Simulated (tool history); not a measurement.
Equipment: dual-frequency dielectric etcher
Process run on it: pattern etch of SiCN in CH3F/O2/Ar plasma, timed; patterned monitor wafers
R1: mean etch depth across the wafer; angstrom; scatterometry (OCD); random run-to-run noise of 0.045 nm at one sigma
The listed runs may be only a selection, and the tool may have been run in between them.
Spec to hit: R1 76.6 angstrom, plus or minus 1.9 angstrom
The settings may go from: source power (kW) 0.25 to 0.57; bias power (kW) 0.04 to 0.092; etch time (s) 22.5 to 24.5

run 1 hour=0 | source_power_(kW)=0.41 bias_power_(kW)=0.066 etch_time_(s)=24.5 | R1=91.472
run 2 hour=0.6 | source_power_(kW)=0.41 bias_power_(kW)=0.066 etch_time_(s)=22.5 | R1=84.319
run 3 hour=2.2 | source_power_(kW)=0.41 bias_power_(kW)=0.066 etch_time_(s)=22.5 | R1=83.527
run 4 hour=9.6 | source_power_(kW)=0.39 bias_power_(kW)=0.065 etch_time_(s)=22.5 | R1=81.183
run 5 hour=17.2 | source_power_(kW)=0.38 bias_power_(kW)=0.065 etch_time_(s)=22.5 | R1=80.8
run 6 hour=26.2 | source_power_(kW)=0.37 bias_power_(kW)=0.065 etch_time_(s)=22.5 | R1=80.18
run 7 hour=30.9 | source_power_(kW)=0.36 bias_power_(kW)=0.065 etch_time_(s)=22.5 | R1=79.255
run 8 hour=38.1 | source_power_(kW)=0.35 bias_power_(kW)=0.065 etch_time_(s)=22.5 | R1=79.398

Of the 5 settings listed for the next run, only one would bring every result within its allowed miss of target. Which one?
run A hour=45.3 | source_power_(kW)=0.38 bias_power_(kW)=0.067 etch_time_(s)=23 | R1=?
run B hour=45.3 | source_power_(kW)=0.34 bias_power_(kW)=0.07 etch_time_(s)=23 | R1=?
run C hour=45.3 | source_power_(kW)=0.32 bias_power_(kW)=0.063 etch_time_(s)=22.5 | R1=?
run D hour=45.3 | source_power_(kW)=0.34 bias_power_(kW)=0.062 etch_time_(s)=24.5 | R1=?
run E hour=45.3 | source_power_(kW)=0.34 bias_power_(kW)=0.067 etch_time_(s)=24.5 | R1=?

move=A R1=83.333
move=B R1=81.661
move=C R1=75.681
move=D R1=83.536
move=E R1=85.712
A: its largest miss is bigger than the last run's
B: its largest miss is bigger than the last run's
C: every result lands within tolerance
D: its largest miss is bigger than the last run's
E: its largest miss is bigger than the last run's
So the answer is move C, the one that meets all the targets.
